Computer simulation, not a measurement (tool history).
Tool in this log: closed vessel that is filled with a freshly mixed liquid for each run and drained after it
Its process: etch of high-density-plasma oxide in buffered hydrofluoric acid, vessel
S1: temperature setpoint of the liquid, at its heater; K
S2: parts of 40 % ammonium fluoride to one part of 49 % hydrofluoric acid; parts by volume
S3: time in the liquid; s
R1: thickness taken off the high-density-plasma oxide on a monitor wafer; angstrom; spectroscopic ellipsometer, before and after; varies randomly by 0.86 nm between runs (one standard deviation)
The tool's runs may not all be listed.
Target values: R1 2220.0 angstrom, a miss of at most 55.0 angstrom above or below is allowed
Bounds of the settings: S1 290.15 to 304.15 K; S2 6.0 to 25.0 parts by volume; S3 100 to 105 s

run 1 hour=0.0 | S1=296.15 S2=15.5 S3=100 | R1=1367.9
run 2 hour=3.8 | S1=294.15 S2=15.5 S3=100 | R1=1213.6
run 3 hour=11.2 | S1=296.15 S2=15.5 S3=100 | R1=1359.7
run 4 hour=18.5 | S1=294.65 S2=15.5 S3=100 | R1=1252.3
run 5 hour=25.4 | S1=296.65 S2=15.5 S3=100 | R1=1406.0
run 6 hour=27.4 | S1=298.15 S2=15.5 S3=100 | R1=1523.3
run 7 hour=35.6 | S1=302.15 S2=14.5 S3=100 | R1=2014.9
run 8 hour=39.5 | S1=302.65 S2=14.5 S3=100 | R1=2072.4
run 9 hour=41.7 | S1=303.15 S2=14.5 S3=100 | R1=2108.0

Which of these 4 next moves meets every target?
run A hour=43.9 | S1=304.15 S2=15.5 S3=105 | R1=?
run B hour=43.9 | S1=301.15 S2=14.0 S3=105 | R1=?
run C hour=43.9 | S1=299.15 S2=12.5 S3=105 | R1=?
run D hour=43.9 | S1=304.15 S2=16.5 S3=105 | R1=?

move=A R1=2194.0
move=B R1=2069.4
move=C R1=2077.4
move=D R1=2063.6
A: all results in spec
B: its largest miss is bigger than the last run's
C: its largest miss is bigger than the last run's
D: its largest miss is bigger than the last run's
The move that meets every target is A.
